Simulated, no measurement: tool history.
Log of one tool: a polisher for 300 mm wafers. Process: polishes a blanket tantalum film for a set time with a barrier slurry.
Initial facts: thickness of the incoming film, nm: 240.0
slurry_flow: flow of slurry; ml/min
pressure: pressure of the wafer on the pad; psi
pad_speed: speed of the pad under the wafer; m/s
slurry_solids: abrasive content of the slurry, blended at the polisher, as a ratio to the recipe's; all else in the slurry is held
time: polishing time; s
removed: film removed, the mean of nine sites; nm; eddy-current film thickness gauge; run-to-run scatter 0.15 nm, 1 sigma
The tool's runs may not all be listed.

run  hour  slurry_flow  pressure  pad_speed  slurry_solids  time  removed
  1   0.0          185       1.7       0.76           1.00    24   29.588
  2   3.3          185       1.7       0.76           0.85    24   27.689
  3   9.7          180       1.4       0.76           0.85    24   23.748
  4  14.7          180       1.5       0.76           0.85    24   24.695
  5  15.4          180       1.5       0.58           0.85    24   21.437
  6  18.2          180       1.5       0.58           0.95    24   22.058
  7  21.8          175       1.4       0.58           0.95    24   20.669
  8  26.4          170       1.3       0.58           0.95    24   19.464
  9  27.1          165       1.2       0.58           0.95    24   17.594

Run 10 comes next. What will it give?
 10  29.8          160       1.2       0.58           0.95    24        ?

{"run 10": {"removed": 17.877}}
